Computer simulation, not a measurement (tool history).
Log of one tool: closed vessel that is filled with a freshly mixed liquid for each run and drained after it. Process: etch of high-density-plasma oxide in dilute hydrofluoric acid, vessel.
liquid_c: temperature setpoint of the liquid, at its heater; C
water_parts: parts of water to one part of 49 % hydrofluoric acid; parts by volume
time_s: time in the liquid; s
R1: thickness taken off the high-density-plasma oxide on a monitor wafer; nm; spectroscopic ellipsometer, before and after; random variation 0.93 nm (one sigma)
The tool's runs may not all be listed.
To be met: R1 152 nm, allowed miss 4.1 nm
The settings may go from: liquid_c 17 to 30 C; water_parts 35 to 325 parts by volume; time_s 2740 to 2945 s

Run 1, hour 0: liquid_c 22 C, water_parts 180 parts by volume, time_s 2740 s. Result: R1 82.749 nm.
Run 2, hour 7.7: liquid_c 22 C, water_parts 180 parts by volume, time_s 2740 s. Result: R1 81.745 nm.
Run 3, hour 14.4: liquid_c 22 C, water_parts 135 parts by volume, time_s 2740 s. Result: R1 114 nm.
Run 4, hour 21.6: liquid_c 24.5 C, water_parts 135 parts by volume, time_s 2740 s. Result: R1 126.4 nm.
Run 5, hour 26.5: liquid_c 26 C, water_parts 135 parts by volume, time_s 2740 s. Result: R1 133.4 nm.
Run 6, hour 31.2: liquid_c 26 C, water_parts 135 parts by volume, time_s 2740 s. Result: R1 133.82 nm.
Run 7, hour 33.3: liquid_c 27 C, water_parts 135 parts by volume, time_s 2740 s. Result: R1 138.14 nm.
Run 8, hour 40.4: liquid_c 28 C, water_parts 135 parts by volume, time_s 2740 s. Result: R1 145.72 nm.
Run 9, hour 48.2: liquid_c 28.5 C, water_parts 135 parts by volume, time_s 2740 s. Result: R1 147.58 nm.
Run 10, hour 52.5: liquid_c 28.5 C, water_parts 135 parts by volume, time_s 2740 s. Result: R1 145.85 nm.

Which of these 5 next moves meets every target?
Run A, hour 56.8: liquid_c 24 C, water_parts 125 parts by volume, time_s 2740 s. Result: R1 ?.
Run B, hour 56.8: liquid_c 29.5 C, water_parts 145 parts by volume, time_s 2740 s. Result: R1 ?.
Run C, hour 56.8: liquid_c 28.5 C, water_parts 145 parts by volume, time_s 2905 s. Result: R1 ?.
Run D, hour 56.8: liquid_c 27.5 C, water_parts 140 parts by volume, time_s 2740 s. Result: R1 ?.
Run E, hour 56.8: liquid_c 28.5 C, water_parts 140 parts by volume, time_s 2945 s. Result: R1 ?.

move      R1
   A  136.13
   B  140.76
   C   143.9
   D  136.34
   E  152.06
A: further off than the last run
B: further off than the last run
C: further off than the last run
D: further off than the last run
E: meets every target
The right move is E.
